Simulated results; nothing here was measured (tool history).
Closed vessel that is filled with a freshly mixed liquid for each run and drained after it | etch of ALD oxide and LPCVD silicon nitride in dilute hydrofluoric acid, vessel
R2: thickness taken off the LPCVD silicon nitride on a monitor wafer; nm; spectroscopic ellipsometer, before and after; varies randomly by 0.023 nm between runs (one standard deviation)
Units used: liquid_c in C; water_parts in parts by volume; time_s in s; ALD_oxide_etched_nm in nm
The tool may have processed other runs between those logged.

{"run": 1, "hour": 0.0, "liquid_c": 25.0, "water_parts": 65, "time_s": 105, "ALD_oxide_etched_nm": 29.096, "R2": 1.011}
{"run": 2, "hour": 8.7, "liquid_c": 25.0, "water_parts": 65, "time_s": 85, "ALD_oxide_etched_nm": 23.988, "R2": 0.81913}
{"run": 3, "hour": 13.0, "liquid_c": 27.5, "water_parts": 65, "time_s": 85, "ALD_oxide_etched_nm": 26.343, "R2": 1.0025}
{"run": 4, "hour": 15.3, "liquid_c": 27.5, "water_parts": 65, "time_s": 65, "ALD_oxide_etched_nm": 19.956, "R2": 0.73761}
{"run": 5, "hour": 22.6, "liquid_c": 31.0, "water_parts": 65, "time_s": 65, "ALD_oxide_etched_nm": 23.048, "R2": 0.95917}
{"run": 6, "hour": 25.0, "liquid_c": 31.0, "water_parts": 75, "time_s": 65, "ALD_oxide_etched_nm": 19.659, "R2": 0.81163}
{"run": 7, "hour": 30.3, "liquid_c": 30.5, "water_parts": 75, "time_s": 65, "ALD_oxide_etched_nm": 19.087, "R2": 0.75894}
{"run": 8, "hour": 36.3, "liquid_c": 30.0, "water_parts": 75, "time_s": 65, "ALD_oxide_etched_nm": 18.974, "R2": 0.79596}

The next listed run, before its measurement:
{"run": 9, "hour": 40.2, "liquid_c": 29.0, "water_parts": 75, "time_s": 65, "ALD_oxide_etched_nm": "?", "R2": "?"}

{"run 9": {"ALD_oxide_etched_nm": 18.2, "R2": 0.69859}}
